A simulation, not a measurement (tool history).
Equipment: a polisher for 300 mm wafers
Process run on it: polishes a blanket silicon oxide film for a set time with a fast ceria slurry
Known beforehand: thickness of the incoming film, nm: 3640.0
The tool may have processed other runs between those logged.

| run | day | flow of slurry (ml/min) | pressure of the wafer on the pad (kPa) | speed of the pad under the wafer (m/s) | polishing time (s) | film removed (nm) |
|---|---|---|---|---|---|---|
| 1 | 0 | 200 | 20.7 | 1.06 | 87 | 1681.3 |
| 2 | 0.275 | 200 | 17.2 | 1.06 | 87 | 1425.9 |
| 3 | 0.412 | 195 | 15.9 | 1.06 | 87 | 1311.6 |
| 4 | 0.471 | 195 | 15.9 | 1.22 | 87 | 1429.9 |
| 5 | 0.512 | 195 | 15.9 | 1.48 | 87 | 1625.2 |
| 6 | 0.558 | 190 | 14.5 | 1.46 | 87 | 1480.6 |

Predict the results of run 7:
| 7 | 0.671 | 180 | 13.1 | 1.46 | 87 | ? |

{"run 7": {"film removed (nm)": 1320.8}}

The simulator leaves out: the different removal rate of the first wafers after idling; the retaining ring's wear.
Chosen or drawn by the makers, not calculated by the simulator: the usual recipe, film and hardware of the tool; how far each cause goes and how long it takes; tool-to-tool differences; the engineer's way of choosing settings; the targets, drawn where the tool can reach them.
